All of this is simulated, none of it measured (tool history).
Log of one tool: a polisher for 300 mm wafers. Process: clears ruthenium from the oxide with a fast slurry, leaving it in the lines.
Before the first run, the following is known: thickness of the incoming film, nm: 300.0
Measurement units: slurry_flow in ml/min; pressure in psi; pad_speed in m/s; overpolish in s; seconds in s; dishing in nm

run,hour,slurry_flow,pressure,pad_speed,slurry_solids,overpolish,seconds,dishing
1,0.0,255,2.5,0.80,1.00,22,102.050,58.072
2,7.7,255,2.9,0.80,1.00,23,88.330,70.111
3,11.5,255,2.9,0.80,1.15,23,83.889,70.914
4,13.3,255,3.2,0.80,1.15,23,75.298,78.219
5,18.4,255,3.2,0.68,1.15,23,85.651,70.281
6,19.1,285,3.2,0.68,1.15,23,87.570,68.484
7,21.3,285,3.4,0.72,1.15,24,75.043,81.937

Forecast run 8:
8,25.1,285,3.6,0.72,1.15,24,?,?

Run 8 yielded seconds 71.356 s, dishing 85.884 nm.

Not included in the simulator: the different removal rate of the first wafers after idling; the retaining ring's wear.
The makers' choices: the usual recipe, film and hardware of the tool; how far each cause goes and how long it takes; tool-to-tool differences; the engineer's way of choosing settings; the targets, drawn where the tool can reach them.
